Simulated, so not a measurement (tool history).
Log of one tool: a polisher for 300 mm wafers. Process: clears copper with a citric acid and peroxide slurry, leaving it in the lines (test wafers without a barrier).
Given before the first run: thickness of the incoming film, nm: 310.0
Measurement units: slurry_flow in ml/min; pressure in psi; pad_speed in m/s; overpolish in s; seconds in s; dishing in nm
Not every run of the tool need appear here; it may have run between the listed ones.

run	hour	slurry_flow	pressure	pad_speed	slurry_solids	overpolish	seconds	dishing
1	0.0	265	2.1	1.34	1.0	19	205.52	16.435
2	8.0	265	2.0	1.30	1.0	19	220.09	15.679
3	13.2	265	2.0	1.60	1.0	19	187.59	17.707
4	15.8	265	1.9	1.52	1.0	19	198.66	16.706
5	24.8	225	1.9	1.52	1.0	19	201.08	16.702
6	31.2	225	1.8	1.44	1.0	19	226.87	15.574
7	40.1	225	1.7	1.40	1.0	19	233.70	14.565
8	41.6	225	1.6	1.32	1.0	20	266.98	14.426
9	46.5	225	1.5	1.28	1.0	20	281.28	13.946
10	49.4	225	1.4	1.24	1.0	20	324.69	12.499
11	56.3	225	1.4	1.22	1.0	20	325.11	12.681
12	58.8	225	1.4	1.20	1.0	20	315.17	12.539
13	64.1	225	1.4	1.18	1.0	20	329.96	12.528

The next listed run, before its measurement:
14	70.6	225	1.4	1.16	1.0	20	?	?

{"run 14": {"seconds": 331.98, "dishing": 12.938}}
